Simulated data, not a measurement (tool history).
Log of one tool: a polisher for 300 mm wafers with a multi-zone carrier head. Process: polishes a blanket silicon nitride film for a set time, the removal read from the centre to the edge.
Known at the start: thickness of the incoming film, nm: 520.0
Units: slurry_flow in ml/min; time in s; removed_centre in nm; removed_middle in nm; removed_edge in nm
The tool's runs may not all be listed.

run  hour  slurry_flow  centre_zone  middle_zone  edge_zone  time  removed_centre  removed_middle  removed_edge
  1     0          170            1            1          1    33          44.946          45.542        45.538
  2   4.1          165            1         0.99       0.99    32          43.763          44.718        44.207
  3   6.8          165            1         0.99       0.91    32          43.678          45.017        41.977
  4  11.8          180            1         0.99       0.91    32          44.874          44.906        42.901
  5  15.3          175            1         0.97        0.9    32          44.438           43.83        42.514
  6  24.3          155            1         0.97        0.9    32          44.269          42.958        41.121
  7  27.9          150         0.99         0.96       0.89    32          43.357          42.369         41.81

Forecast run 8:
  8  32.5          150         0.99         0.95       0.88    32               ?               ?             ?

removed_centre: 43.298 nm
removed_middle: 42.758 nm
removed_edge: 41.048 nm
